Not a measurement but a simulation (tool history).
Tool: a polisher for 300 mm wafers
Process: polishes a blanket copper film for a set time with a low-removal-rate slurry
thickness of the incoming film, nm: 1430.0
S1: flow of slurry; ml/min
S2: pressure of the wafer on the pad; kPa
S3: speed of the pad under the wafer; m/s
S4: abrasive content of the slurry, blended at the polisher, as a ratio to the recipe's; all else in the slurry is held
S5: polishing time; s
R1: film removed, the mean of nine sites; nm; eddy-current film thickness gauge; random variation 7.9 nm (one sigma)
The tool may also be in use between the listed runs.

| run | hour | S1 | S2 | S3 | S4 | S5 | R1 |
|---|---|---|---|---|---|---|---|
| 1 | 0 | 145 | 22.8 | 0.96 | 1 | 99 | 325.08 |
| 2 | 3.3 | 145 | 22.8 | 0.96 | 1 | 99 | 320.33 |
| 3 | 5.2 | 145 | 24.1 | 0.96 | 1 | 99 | 341.18 |
| 4 | 12.9 | 145 | 25.5 | 0.96 | 1 | 99 | 367.56 |
| 5 | 16.7 | 145 | 26.9 | 0.96 | 1 | 99 | 384.58 |
| 6 | 17.6 | 145 | 26.9 | 0.96 | 0.8 | 99 | 360.4 |

Forecast run 7:
| 7 | 18.6 | 145 | 28.3 | 0.96 | 0.8 | 99 | ? |

{"run 7": {"R1": 390.39}}
